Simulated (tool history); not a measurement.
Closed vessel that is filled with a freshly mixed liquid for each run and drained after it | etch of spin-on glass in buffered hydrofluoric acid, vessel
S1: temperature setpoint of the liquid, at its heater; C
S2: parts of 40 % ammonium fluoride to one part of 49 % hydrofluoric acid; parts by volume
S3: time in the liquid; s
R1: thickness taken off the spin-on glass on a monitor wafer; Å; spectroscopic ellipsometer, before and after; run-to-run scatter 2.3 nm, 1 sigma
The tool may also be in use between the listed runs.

| run | day | S1 | S2 | S3 | R1 |
|---|---|---|---|---|---|
| 1 | 0 | 24 | 14 | 35 | 1314.1 |
| 2 | 0.217 | 24 | 14 | 30 | 1130.9 |
| 3 | 0.254 | 21.5 | 14 | 30 | 983.69 |
| 4 | 0.579 | 22.5 | 13 | 30 | 1117.5 |
|  | 0.721 | hydrofluoric acid flow meter replaced |
| 5 | 0.721 | 22.5 | 13 | 30 | 1250.9 |
| 6 | 0.833 | 22.5 | 13 | 35 | 1445.1 |
| 7 | 1.154 | 26.5 | 8.5 | 35 | 2656 |
| 8 | 1.367 | 27 | 8.5 | 35 | 2720.5 |
| 9 | 1.721 | 27.5 | 8.5 | 35 | 2791 |
| 10 | 2.088 | 28 | 8.5 | 35 | 2899.7 |
| 11 | 2.138 | 28.5 | 8.5 | 35 | 2928.2 |
| 12 | 2.371 | 29 | 8.5 | 35 | 3019.3 |
| 13 | 2.575 | 29.5 | 8.5 | 35 | 3129.9 |
| 14 | 2.833 | 30 | 8.5 | 35 | 3167 |

Estimate the outcome of run 15 from the log above:
| 15 | 2.962 | 30 | 8.5 | 35 | ? |

Run 15 measured R1 3196.5 Å.
